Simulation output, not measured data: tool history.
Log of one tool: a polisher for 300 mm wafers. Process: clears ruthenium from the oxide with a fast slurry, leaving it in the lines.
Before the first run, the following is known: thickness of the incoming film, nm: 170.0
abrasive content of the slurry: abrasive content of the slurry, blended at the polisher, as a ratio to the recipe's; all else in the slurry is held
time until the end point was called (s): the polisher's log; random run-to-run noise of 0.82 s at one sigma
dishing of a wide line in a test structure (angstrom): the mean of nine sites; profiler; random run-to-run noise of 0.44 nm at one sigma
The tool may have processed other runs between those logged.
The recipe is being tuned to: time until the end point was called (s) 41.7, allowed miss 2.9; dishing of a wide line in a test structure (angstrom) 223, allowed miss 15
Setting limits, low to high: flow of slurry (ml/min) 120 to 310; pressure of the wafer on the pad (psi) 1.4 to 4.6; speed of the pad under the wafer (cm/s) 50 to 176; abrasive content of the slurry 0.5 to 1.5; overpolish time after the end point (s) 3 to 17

run	hour	flow of slurry (ml/min)	pressure of the wafer on the pad (psi)	speed of the pad under the wafer (cm/s)	abrasive content of the slurry	overpolish time after the end point (s)	time until the end point was called (s)	dishing of a wide line in a test structure (angstrom)
1	0	200	3	112	1	9	37.884	346.52
2	8.3	200	2.9	112	1	8	38.441	322.99
3	12.2	200	2.8	112	1	7	40.404	266.42
4	18.5	200	3.3	112	1	7	34.312	315.62
5	20	200	3.3	112	1	4	33.525	186.11
6	21.7	200	3.2	112	1	4	34.058	183.05
7	30.7	200	3.1	112	1	5	34.834	222.97
8	37.2	200	3	112	1	5	36.63	209.88
9	40.1	200	2.9	112	1	5	37.675	198.48

Which one of the following 4 next-run settings gets every result inside its allowed miss? There is exactly one.
A	43	210	3	116	0.95	4	?	?
B	43	200	2.6	114	0.9	5	?	?
C	43	180	2.7	104	1.15	6	?	?
D	43	195	2.8	120	1	5	?	?

move	time until the end point was called (s)	dishing of a wide line in a test structure (angstrom)
A	36.333	179.47
B	43.583	186.5
C	42.634	225.29
D	37.246	215.73
A: moves away from the targets compared with the last run
B: moves away from the targets compared with the last run
C: every result within its allowed miss
D: meets the target for the result that was furthest off, but another lies outside its allowed miss
So the answer is move C, the one that meets all the targets.
